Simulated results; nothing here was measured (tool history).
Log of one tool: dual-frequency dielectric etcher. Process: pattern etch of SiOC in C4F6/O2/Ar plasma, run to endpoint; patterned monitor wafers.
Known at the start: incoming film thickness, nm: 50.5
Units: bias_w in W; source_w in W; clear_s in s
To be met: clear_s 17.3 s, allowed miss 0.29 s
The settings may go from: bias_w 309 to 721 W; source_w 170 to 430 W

Run 1, hour 0: bias_w 515 W, source_w 300 W. Result: clear_s 19.207 s.
Run 2, hour 7.8: bias_w 438 W, source_w 300 W. Result: clear_s 20.117 s.
Run 3, hour 11.7: bias_w 463 W, source_w 300 W. Result: clear_s 19.731 s.
Run 4, hour 16.8: bias_w 463 W, source_w 270 W. Result: clear_s 20.606 s.
Run 5, hour 18.9: bias_w 490 W, source_w 270 W. Result: clear_s 20.371 s.
Run 6, hour 26.6: bias_w 521 W, source_w 270 W. Result: clear_s 19.892 s.
Run 7, hour 28: bias_w 542 W, source_w 270 W. Result: clear_s 19.699 s.
Run 8, hour 31.8: bias_w 560 W, source_w 270 W. Result: clear_s 19.509 s.
Run 9, hour 34.3: bias_w 577 W, source_w 270 W. Result: clear_s 19.146 s.
Run 10, hour 39.8: bias_w 592 W, source_w 270 W. Result: clear_s 19.15 s.
Run 11, hour 42.2: bias_w 605 W, source_w 270 W. Result: clear_s 19.083 s.
Run 12, hour 43.5: bias_w 617 W, source_w 270 W. Result: clear_s 18.924 s.

Which of these 4 next moves meets every target?
Run A, hour 44.8: bias_w 608 W, source_w 290 W. Result: clear_s ?.
Run B, hour 44.8: bias_w 667 W, source_w 270 W. Result: clear_s ?.
Run C, hour 44.8: bias_w 548 W, source_w 240 W. Result: clear_s ?.
Run D, hour 44.8: bias_w 611 W, source_w 330 W. Result: clear_s ?.

move  clear_s
   A   18.328
   B   18.299
   C    20.53
   D   17.355
A: nearer than the last run, and not there yet
B: nearer than the last run, and not there yet
C: further off than the last run
D: meets every target
The right move is D.

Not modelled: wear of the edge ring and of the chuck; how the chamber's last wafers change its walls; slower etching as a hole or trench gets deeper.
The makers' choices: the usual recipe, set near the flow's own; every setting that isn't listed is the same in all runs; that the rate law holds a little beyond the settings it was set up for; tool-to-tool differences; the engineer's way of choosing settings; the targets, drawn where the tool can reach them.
